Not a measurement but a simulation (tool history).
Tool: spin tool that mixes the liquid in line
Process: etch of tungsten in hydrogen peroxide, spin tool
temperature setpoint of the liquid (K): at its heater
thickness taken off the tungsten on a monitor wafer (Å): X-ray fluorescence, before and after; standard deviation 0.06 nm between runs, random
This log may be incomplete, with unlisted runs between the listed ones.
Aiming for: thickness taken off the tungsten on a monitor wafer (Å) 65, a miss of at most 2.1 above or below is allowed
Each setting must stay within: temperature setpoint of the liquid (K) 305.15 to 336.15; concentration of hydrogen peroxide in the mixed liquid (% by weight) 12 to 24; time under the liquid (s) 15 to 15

run    day  temperature setpoint of the liquid (K)  concentration of hydrogen peroxide in the mixed liquid (% by weight)  time under the liquid (s)  thickness taken off the tungsten on a monitor wafer (Å)
  1      0                                  320.15                                                                    16                         15                                                   90.821
  2  0.196                                  320.15                                                                    16                         15                                                   91.355
  3  0.417                                  318.65                                                                    16                         15                                                   83.558
  4  0.521                                  317.65                                                                    16                         15                                                   76.509
  5  0.779                                  317.65                                                                  13.5                         15                                                   70.369
  6  0.825                                  317.65                                                                  13.5                         15                                                   71.067
  7  1.054                                  317.15                                                                  13.5                         15                                                   69.105
  8  1.379                                  317.15                                                                  13.5                         15                                                   68.856
  9  1.521                                  317.15                                                                  13.5                         15                                                   69.864

Exercise: of the 4 proposed moves below, exactly one satisfies all targets within the stated allowed misses. Which move is it?
  A  1.662                                  315.65                                                                    12                         15                                                        ?
  B  1.662                                  317.15                                                                  14.5                         15                                                        ?
  C  1.662                                  318.65                                                                    12                         15                                                        ?
  D  1.662                                  315.65                                                                  14.5                         15                                                        ?

move  thickness taken off the tungsten on a monitor wafer (Å)
   A                                                   58.356
   B                                                   70.585
   C                                                   70.593
   D                                                   64.147
A: pushes the last run's worst result past its target
B: its largest miss is bigger than the last run's
C: its largest miss is bigger than the last run's
D: in spec on every target
Correct choice: D, which meets every target
